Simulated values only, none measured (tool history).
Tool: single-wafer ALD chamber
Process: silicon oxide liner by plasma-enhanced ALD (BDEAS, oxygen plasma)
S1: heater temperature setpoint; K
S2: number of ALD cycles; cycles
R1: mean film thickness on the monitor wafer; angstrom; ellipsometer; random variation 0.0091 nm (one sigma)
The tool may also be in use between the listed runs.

{"run": 1, "hour": 0.0, "S1": 593.15, "S2": 24, "R1": 25.113}
{"run": 2, "hour": 6.4, "S1": 586.15, "S2": 24, "R1": 25.377}
{"run": 3, "hour": 8.2, "S1": 587.15, "S2": 23, "R1": 24.359}
{"run": 4, "hour": 15.0, "S1": 587.15, "S2": 26, "R1": 27.494}
{"run": 5, "hour": 20.9, "S1": 588.15, "S2": 24, "R1": 25.212}
{"run": 6, "hour": 28.2, "S1": 589.15, "S2": 23, "R1": 24.24}
{"run": 7, "hour": 32.9, "S1": 590.15, "S2": 22, "R1": 23.061}
{"run": 8, "hour": 38.9, "S1": 591.15, "S2": 22, "R1": 23.244}
{"run": 9, "hour": 40.5, "S1": 591.15, "S2": 21, "R1": 22.041}
{"run": 10, "hour": 42.0, "S1": 592.15, "S2": 21, "R1": 21.846}
{"run": 11, "hour": 48.6, "S1": 592.15, "S2": 21, "R1": 21.914}
{"run": 12, "hour": 49.2, "S1": 593.15, "S2": 21, "R1": 21.872}
{"run": 13, "hour": 53.8, "S1": 594.15, "S2": 21, "R1": 22.039}
{"run": 14, "hour": 57.5, "S1": 594.15, "S2": 20, "R1": 20.944}
{"run": 15, "hour": 59.2, "S1": 593.15, "S2": 20, "R1": 20.753}
{"run": 16, "hour": 62.3, "S1": 592.15, "S2": 21, "R1": 22.042}
{"run": 17, "hour": 69.4, "S1": 593.15, "S2": 21, "R1": 21.906}
{"run": 18, "hour": 77.9, "S1": 594.15, "S2": 21, "R1": 21.7}

Predict the results of run 19:
{"run": 19, "hour": 80.3, "S1": 595.15, "S2": 21, "R1": "?"}

{"run 19": {"R1": 21.808}}

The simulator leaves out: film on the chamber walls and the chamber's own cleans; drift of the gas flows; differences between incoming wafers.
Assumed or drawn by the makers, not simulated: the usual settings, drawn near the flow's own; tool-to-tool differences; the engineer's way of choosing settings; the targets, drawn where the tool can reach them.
